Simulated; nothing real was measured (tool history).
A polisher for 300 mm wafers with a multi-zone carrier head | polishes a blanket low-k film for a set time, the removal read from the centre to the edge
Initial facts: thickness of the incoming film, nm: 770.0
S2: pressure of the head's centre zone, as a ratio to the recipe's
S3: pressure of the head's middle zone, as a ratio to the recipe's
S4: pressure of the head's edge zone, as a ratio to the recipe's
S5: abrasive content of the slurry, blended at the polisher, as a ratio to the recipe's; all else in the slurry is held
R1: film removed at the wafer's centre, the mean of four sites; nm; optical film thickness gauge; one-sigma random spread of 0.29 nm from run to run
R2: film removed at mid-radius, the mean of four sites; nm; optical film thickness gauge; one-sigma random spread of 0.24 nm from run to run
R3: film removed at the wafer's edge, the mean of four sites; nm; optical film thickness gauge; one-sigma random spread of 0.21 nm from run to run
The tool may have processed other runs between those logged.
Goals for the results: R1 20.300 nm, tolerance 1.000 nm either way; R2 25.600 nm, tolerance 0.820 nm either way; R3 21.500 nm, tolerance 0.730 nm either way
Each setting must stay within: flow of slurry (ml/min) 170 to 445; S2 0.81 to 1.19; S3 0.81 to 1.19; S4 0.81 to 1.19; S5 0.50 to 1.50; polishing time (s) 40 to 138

run 1 hour=0.0 | flow_of_slurry_(ml/min)=285 S2=1.00 S3=1.00 S4=1.00 S5=1.00 polishing_time_(s)=88 | R1=45.503 R2=46.554 R3=43.838
run 2 hour=8.5 | flow_of_slurry_(ml/min)=285 S2=1.00 S3=1.00 S4=1.00 S5=1.20 polishing_time_(s)=88 | R1=49.302 R2=49.831 R3=48.754
run 3 hour=11.7 | flow_of_slurry_(ml/min)=285 S2=1.00 S3=1.00 S4=1.00 S5=1.35 polishing_time_(s)=88 | R1=53.687 R2=51.973 R3=51.308
run 4 hour=16.7 | flow_of_slurry_(ml/min)=285 S2=1.00 S3=1.00 S4=1.00 S5=1.35 polishing_time_(s)=109 | R1=65.060 R2=65.188 R3=62.921
run 5 hour=24.0 | flow_of_slurry_(ml/min)=285 S2=1.00 S3=1.00 S4=0.91 S5=1.35 polishing_time_(s)=109 | R1=65.139 R2=65.906 R3=59.518
run 6 hour=26.1 | flow_of_slurry_(ml/min)=280 S2=0.97 S3=1.00 S4=0.89 S5=1.15 polishing_time_(s)=96 | R1=50.492 R2=52.796 R3=49.277
run 7 hour=29.3 | flow_of_slurry_(ml/min)=200 S2=0.97 S3=1.10 S4=0.81 S5=0.90 polishing_time_(s)=71 | R1=33.265 R2=36.940 R3=30.716
run 8 hour=30.5 | flow_of_slurry_(ml/min)=200 S2=0.95 S3=1.10 S4=0.82 S5=0.80 polishing_time_(s)=67 | R1=28.208 R2=32.142 R3=26.562

Below are 4 possible settings for the next run. Only one of them brings all results inside the allowed miss of their targets. Which is it?
run A hour=31.7 | flow_of_slurry_(ml/min)=250 S2=0.92 S3=1.09 S4=0.84 S5=0.85 polishing_time_(s)=47 | R1=? R2=? R3=?
run B hour=31.7 | flow_of_slurry_(ml/min)=170 S2=1.00 S3=1.08 S4=0.81 S5=0.70 polishing_time_(s)=59 | R1=? R2=? R3=?
run C hour=31.7 | flow_of_slurry_(ml/min)=195 S2=0.86 S3=1.08 S4=0.82 S5=0.75 polishing_time_(s)=56 | R1=? R2=? R3=?
run D hour=31.7 | flow_of_slurry_(ml/min)=180 S2=1.03 S3=1.06 S4=0.81 S5=0.65 polishing_time_(s)=57 | R1=? R2=? R3=?

move=A R1=21.068 R2=23.985 R3=19.976
move=B R1=24.320 R2=25.398 R3=21.276
move=C R1=21.127 R2=25.644 R3=21.464
move=D R1=23.355 R2=23.275 R3=19.772
A: pushes the last run's worst result past its target
B: the furthest-off result lands on target, but another misses its tolerance
C: every result lands within tolerance
D: pushes the last run's worst result past its target
Correct choice: C, which meets every target

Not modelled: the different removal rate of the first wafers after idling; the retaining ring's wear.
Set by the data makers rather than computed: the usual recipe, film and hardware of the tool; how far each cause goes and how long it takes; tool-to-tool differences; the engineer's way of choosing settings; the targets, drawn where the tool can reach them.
